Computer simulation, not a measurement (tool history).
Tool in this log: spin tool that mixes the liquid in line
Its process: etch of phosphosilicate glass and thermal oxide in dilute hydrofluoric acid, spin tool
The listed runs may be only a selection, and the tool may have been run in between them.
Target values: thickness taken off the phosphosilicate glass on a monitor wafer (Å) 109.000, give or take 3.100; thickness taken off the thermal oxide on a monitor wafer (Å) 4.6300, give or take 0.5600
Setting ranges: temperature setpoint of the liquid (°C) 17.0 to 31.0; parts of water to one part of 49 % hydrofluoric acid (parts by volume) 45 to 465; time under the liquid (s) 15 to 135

run,hour,temperature setpoint of the liquid (°C),parts of water to one part of 49 % hydrofluoric acid (parts by volume),time under the liquid (s),thickness taken off the phosphosilicate glass on a monitor wafer (Å),thickness taken off the thermal oxide on a monitor wafer (Å)
1,0.0,23.0,255,70,246.890,10.0410
2,1.5,22.0,275,70,213.930,9.4776
3,8.9,22.5,295,70,199.680,8.1563
4,13.2,22.5,295,50,143.970,6.0260
5,19.8,26.0,295,50,162.550,7.1687
6,20.6,25.0,300,50,153.630,6.5003
7,23.5,24.0,305,50,143.310,6.3961
8,28.6,23.0,305,50,140.480,5.9383

5 candidate next runs follow, results not yet known. Just one meets every target within its allowed miss. Identify it.
A,33.7,18.5,305,75,?,?
B,33.7,22.0,305,40,?,?
C,33.7,17.0,310,70,?,?
D,33.7,17.0,275,75,?,?
E,33.7,27.5,350,35,?,?

move,thickness taken off the phosphosilicate glass on a monitor wafer (Å),thickness taken off the thermal oxide on a monitor wafer (Å)
A,176.490,7.9434
B,106.880,4.8104
C,152.590,6.8674
D,189.790,8.5419
E,94.013,4.2312
A: lands further from the targets than the last run did
B: every result lands within tolerance
C: lands further from the targets than the last run did
D: lands further from the targets than the last run did
E: takes the biggest miss from the last run beyond its target
B is the move that brings every result within its allowed miss.
